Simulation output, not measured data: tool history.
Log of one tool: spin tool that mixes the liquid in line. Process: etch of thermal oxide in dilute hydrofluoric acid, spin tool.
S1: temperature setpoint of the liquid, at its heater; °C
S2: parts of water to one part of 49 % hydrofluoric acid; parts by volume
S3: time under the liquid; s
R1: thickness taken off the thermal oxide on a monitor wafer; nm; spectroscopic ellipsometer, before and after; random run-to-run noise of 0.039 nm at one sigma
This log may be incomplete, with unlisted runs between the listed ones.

run	day	S1	S2	S3	R1
1	0.000	23.0	220	305	5.0638
2	0.142	21.5	220	305	4.8351
3	0.425	21.5	220	305	4.8170
4	0.517	21.5	175	305	6.3819
5	0.725	19.0	175	305	5.6994
6	1.054	17.5	175	305	5.5309

Estimate the outcome of run 7 from the log above:
7	1.329	17.5	185	305	?

Run 7 yielded R1 5.0423 nm.
